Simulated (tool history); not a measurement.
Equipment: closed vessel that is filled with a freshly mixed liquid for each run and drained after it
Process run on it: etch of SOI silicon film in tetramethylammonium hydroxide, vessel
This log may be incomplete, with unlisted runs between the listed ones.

| run | hour | temperature setpoint of the liquid (°C) | concentration of hydroxide in the mixed liquid (% by weight) | time in the liquid (s) | thickness taken off the SOI silicon film on a monitor wafer (Å) |
|---|---|---|---|---|---|
| 1 | 0.0 | 70.0 | 8.5 | 105 | 7266.1 |
| 2 | 2.4 | 64.5 | 8.5 | 105 | 5213.3 |
| 3 | 11.3 | 63.5 | 8.5 | 105 | 4885.8 |
| 4 | 14.2 | 63.0 | 8.5 | 105 | 4768.2 |
| 5 | 20.9 | 63.0 | 7.5 | 105 | 4921.3 |
| 6 | 23.6 | 62.5 | 7.5 | 105 | 4750.7 |
| 7 | 27.9 | 62.0 | 7.5 | 105 | 4640.7 |

Run 8 is up next; what results do you expect?
| 8 | 36.4 | 61.5 | 7.5 | 105 | ? |

{"run 8": {"thickness taken off the SOI silicon film on a monitor wafer (Å)": 4476.3}}
